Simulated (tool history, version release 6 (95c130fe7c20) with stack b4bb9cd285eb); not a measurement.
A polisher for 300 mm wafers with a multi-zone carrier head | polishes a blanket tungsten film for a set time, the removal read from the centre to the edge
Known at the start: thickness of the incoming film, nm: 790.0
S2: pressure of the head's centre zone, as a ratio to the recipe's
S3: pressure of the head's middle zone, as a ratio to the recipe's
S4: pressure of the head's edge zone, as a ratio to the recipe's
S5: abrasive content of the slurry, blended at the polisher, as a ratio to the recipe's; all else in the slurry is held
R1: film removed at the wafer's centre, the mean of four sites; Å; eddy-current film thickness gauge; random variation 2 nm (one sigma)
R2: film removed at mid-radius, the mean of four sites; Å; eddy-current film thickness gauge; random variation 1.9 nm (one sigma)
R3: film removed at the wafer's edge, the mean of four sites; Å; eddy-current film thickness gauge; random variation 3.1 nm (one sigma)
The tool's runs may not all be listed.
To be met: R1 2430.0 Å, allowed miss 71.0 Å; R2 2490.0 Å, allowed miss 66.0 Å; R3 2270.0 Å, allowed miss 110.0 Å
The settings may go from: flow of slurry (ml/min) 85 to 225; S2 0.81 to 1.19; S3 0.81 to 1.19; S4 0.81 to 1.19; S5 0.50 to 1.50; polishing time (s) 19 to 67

run 1 hour=0.0 | flow_of_slurry_(ml/min)=145 S2=1.00 S3=1.00 S4=1.00 S5=1.00 polishing_time_(s)=43 | R1=2138.4 R2=2132.7 R3=2140.8
run 2 hour=0.6 | flow_of_slurry_(ml/min)=145 S2=1.00 S3=1.00 S4=1.00 S5=0.90 polishing_time_(s)=43 | R1=2109.1 R2=2111.7 R3=2139.1
run 3 hour=3.5 | flow_of_slurry_(ml/min)=145 S2=0.97 S3=1.00 S4=1.00 S5=0.90 polishing_time_(s)=43 | R1=2061.6 R2=2110.6 R3=2133.4
run 4 hour=5.2 | flow_of_slurry_(ml/min)=145 S2=0.97 S3=1.07 S4=1.00 S5=0.90 polishing_time_(s)=43 | R1=2098.1 R2=2213.5 R3=2186.6
run 5 hour=7.7 | flow_of_slurry_(ml/min)=155 S2=0.98 S3=1.08 S4=0.99 S5=0.90 polishing_time_(s)=43 | R1=2150.4 R2=2280.9 R3=2120.6
run 6 hour=10.0 | flow_of_slurry_(ml/min)=155 S2=0.98 S3=1.08 S4=0.99 S5=0.90 polishing_time_(s)=39 | R1=1935.1 R2=2051.3 R3=1897.1
run 7 hour=14.3 | flow_of_slurry_(ml/min)=160 S2=0.99 S3=1.10 S4=1.01 S5=0.95 polishing_time_(s)=39 | R1=1973.9 R2=2111.6 R3=1969.4
run 8 hour=19.1 | flow_of_slurry_(ml/min)=165 S2=1.01 S3=1.11 S4=1.03 S5=1.00 polishing_time_(s)=39 | R1=2051.6 R2=2180.5 R3=2049.0

Which of these 4 next moves meets every target?
run A hour=23.9 | flow_of_slurry_(ml/min)=205 S2=1.05 S3=1.05 S4=1.02 S5=1.05 polishing_time_(s)=42 | R1=? R2=? R3=?
run B hour=23.9 | flow_of_slurry_(ml/min)=185 S2=1.07 S3=1.15 S4=0.87 S5=1.15 polishing_time_(s)=39 | R1=? R2=? R3=?
run C hour=23.9 | flow_of_slurry_(ml/min)=190 S2=0.97 S3=1.19 S4=0.89 S5=0.95 polishing_time_(s)=43 | R1=? R2=? R3=?
run D hour=23.9 | flow_of_slurry_(ml/min)=220 S2=1.07 S3=1.14 S4=1.07 S5=1.00 polishing_time_(s)=42 | R1=? R2=? R3=?

move=A R1=2417.2 R2=2338.2 R3=2257.1
move=B R1=2286.3 R2=2352.8 R3=1955.1
move=C R1=2230.8 R2=2585.7 R3=2103.3
move=D R1=2464.7 R2=2509.1 R3=2303.1
A: brings the result that was furthest off to its target, and leaves another outside
B: nearer than the last run, and not there yet
C: nearer than the last run, and not there yet
D: meets every target
Move D is the one to make.

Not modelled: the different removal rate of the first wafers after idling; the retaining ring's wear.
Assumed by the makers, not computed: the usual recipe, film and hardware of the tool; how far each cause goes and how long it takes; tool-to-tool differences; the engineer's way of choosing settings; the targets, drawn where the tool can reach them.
